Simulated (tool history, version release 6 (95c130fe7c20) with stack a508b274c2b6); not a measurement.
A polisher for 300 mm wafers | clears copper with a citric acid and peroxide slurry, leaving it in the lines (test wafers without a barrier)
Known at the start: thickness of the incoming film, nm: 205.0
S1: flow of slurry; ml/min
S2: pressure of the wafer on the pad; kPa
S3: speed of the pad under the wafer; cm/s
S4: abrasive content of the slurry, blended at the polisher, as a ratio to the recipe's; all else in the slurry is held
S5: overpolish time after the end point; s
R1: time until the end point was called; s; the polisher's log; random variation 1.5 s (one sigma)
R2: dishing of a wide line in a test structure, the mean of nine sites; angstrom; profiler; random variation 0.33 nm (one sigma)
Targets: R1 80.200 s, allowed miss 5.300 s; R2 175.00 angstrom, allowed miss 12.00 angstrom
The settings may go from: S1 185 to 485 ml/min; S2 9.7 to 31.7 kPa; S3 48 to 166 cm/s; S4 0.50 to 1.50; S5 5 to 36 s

run  hour   S1    S2   S3    S4  S5      R1      R2
  1   0.0  310  20.7  106  1.00  18  71.897  230.84
  2   6.3  310  20.7  106  1.20  18  67.322  225.99
  3  13.2  310  20.0  106  1.20  17  67.057  224.07
  4  20.2  310  18.6  104  1.20  16  75.286  212.80
  5  22.2  310  18.6  122  1.20  16  64.165  227.12
  6  26.0  310  18.6  122  1.10  16  67.804  217.17
  7  34.2  310  17.9  122  1.10  15  64.785  212.11
  8  35.9  310  16.5  120  1.10  14  69.093  201.54

Which of these 5 next moves meets every target?
  A  37.6  250  18.6   98  1.25  13   ?   ?
  B  37.6  310  21.4  144  0.90  12   ?   ?
  C  37.6  345  16.5  144  1.00  13   ?   ?
  D  37.6  310  14.5  104  1.50  22   ?   ?
  E  37.6  345  15.9  102  1.00  23   ?   ?

move      R1      R2
   A  77.531  182.40
   B  54.508  215.87
   C  61.116  210.71
   D  79.430  242.83
   E  82.973  243.39
A: meets every target
B: further off than the last run
C: further off than the last run
D: further off than the last run
E: further off than the last run
Answer: A
